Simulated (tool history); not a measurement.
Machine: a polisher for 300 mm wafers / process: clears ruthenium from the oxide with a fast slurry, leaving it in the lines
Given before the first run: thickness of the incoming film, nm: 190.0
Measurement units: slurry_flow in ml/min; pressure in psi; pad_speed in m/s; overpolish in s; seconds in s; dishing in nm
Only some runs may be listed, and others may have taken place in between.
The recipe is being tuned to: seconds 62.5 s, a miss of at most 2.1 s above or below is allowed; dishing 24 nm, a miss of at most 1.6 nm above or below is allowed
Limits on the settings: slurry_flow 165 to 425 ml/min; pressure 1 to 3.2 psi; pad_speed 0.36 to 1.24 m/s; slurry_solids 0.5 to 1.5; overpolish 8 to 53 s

| run | hour | slurry_flow | pressure | pad_speed | slurry_solids | overpolish | seconds | dishing |
|---|---|---|---|---|---|---|---|---|
| 1 | 0 | 275 | 2.1 | 0.8 | 1 | 27 | 79.57 | 54.185 |
| 2 | 1.4 | 275 | 2.1 | 0.8 | 1 | 25 | 79.44 | 51.002 |
| 3 | 10 | 275 | 2.1 | 0.8 | 1 | 16 | 78.848 | 33.287 |
| 4 | 18 | 275 | 1.9 | 0.8 | 1 | 16 | 84.48 | 31.382 |
| 5 | 24 | 275 | 1.9 | 0.82 | 1 | 15 | 82.79 | 29.396 |
| 6 | 31.2 | 275 | 1.9 | 0.82 | 1 | 24 | 82.542 | 48.462 |
| 7 | 36 | 275 | 2 | 0.82 | 1 | 22 | 80.399 | 43.968 |
| 8 | 42.3 | 275 | 2.1 | 0.8 | 1.05 | 20 | 76.77 | 41.314 |
| 9 | 51.1 | 285 | 2.2 | 0.8 | 1 | 19 | 75.854 | 41.833 |
| 10 | 55.6 | 270 | 2.2 | 0.82 | 1.05 | 18 | 73.106 | 41.095 |
| 11 | 59.4 | 290 | 2.2 | 0.84 | 1 | 17 | 73.979 | 37.716 |
| 12 | 63.2 | 365 | 2.8 | 0.92 | 0.75 | 8 | 67.51 | 20.052 |
| 13 | 66.6 | 360 | 2.8 | 0.92 | 0.75 | 8 | 67.373 | 20.162 |
| 14 | 68.3 | 355 | 2.8 | 0.92 | 0.75 | 8 | 66.567 | 19.731 |
| 15 | 75.8 | 350 | 2.8 | 0.92 | 0.75 | 8 | 67.214 | 19.666 |
| 16 | 77 | 350 | 2.8 | 0.92 | 0.8 | 10 | 64.882 | 25.578 |

5 candidate next runs follow, results not yet known. Just one meets every target within its allowed miss. Identify it.
| A | 78.2 | 230 | 2.6 | 1.12 | 0.75 | 9 | ? | ? |
| B | 78.2 | 385 | 3.1 | 0.96 | 0.7 | 8 | ? | ? |
| C | 78.2 | 425 | 2.4 | 1.14 | 0.65 | 8 | ? | ? |
| D | 78.2 | 320 | 3 | 0.94 | 0.75 | 8 | ? | ? |
| E | 78.2 | 345 | 2.5 | 1.02 | 0.75 | 8 | ? | ? |

| move | seconds | dishing |
|---|---|---|
| A | 61.964 | 24.032 |
| B | 61.722 | 21.559 |
| C | 67.271 | 19.851 |
| D | 62.342 | 21.353 |
| E | 66.062 | 20.2 |
A: every result lands within tolerance
B: meets the target for the result that was furthest off, but another lies outside its allowed miss
C: misses by more than the last run did
D: meets the target for the result that was furthest off, but another lies outside its allowed miss
E: misses by more than the last run did
The right move is A.
